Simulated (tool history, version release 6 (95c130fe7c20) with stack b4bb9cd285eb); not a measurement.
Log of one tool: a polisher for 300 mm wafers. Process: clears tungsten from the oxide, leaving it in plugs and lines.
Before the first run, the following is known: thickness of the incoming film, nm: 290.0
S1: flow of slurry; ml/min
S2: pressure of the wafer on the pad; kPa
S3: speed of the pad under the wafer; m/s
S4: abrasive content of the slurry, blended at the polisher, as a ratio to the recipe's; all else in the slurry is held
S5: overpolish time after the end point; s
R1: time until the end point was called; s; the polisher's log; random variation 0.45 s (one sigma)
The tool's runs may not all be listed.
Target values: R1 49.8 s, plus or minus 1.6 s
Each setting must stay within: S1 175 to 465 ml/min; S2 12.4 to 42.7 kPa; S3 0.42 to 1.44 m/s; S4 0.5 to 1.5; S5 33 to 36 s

run,day,S1,S2,S3,S4,S5,R1
1,0,295,27.6,0.92,1,33,74.464
2,0.283,295,29.6,0.92,1,33,67.92
3,0.458,365,29.6,0.92,1,33,67.56
4,0.621,365,31,0.92,1,33,64.465
5,0.975,365,31,1.02,1,33,57.48
6,1.096,365,31,1.02,1,36,58.814
7,1.208,365,31.7,1.02,1,36,56.932
8,1.579,365,32.4,1.02,1,36,56.998
9,1.667,365,33.1,1.02,1,36,54.79
10,1.879,365,33.8,1.02,1,36,53.72
11,2.025,365,34.5,1.02,1,36,53.406
12,2.367,365,35.2,1.02,1,36,52.362

Exercise: of the 4 proposed moves below, exactly one satisfies all targets within the stated allowed misses. Which move is it?
A,2.708,430,35.2,0.94,1.2,35,?
B,2.708,365,31.7,1.08,1.4,36,?
C,2.708,270,33.1,1.12,1.35,35,?
D,2.708,345,38.6,0.92,1,34,?

move,R1
A,53.475
B,50.03
C,47.617
D,52.95
A: misses by more than the last run did
B: meets every target
C: pushes the last run's worst result past its target
D: misses by more than the last run did
Go with B: it meets all targets.
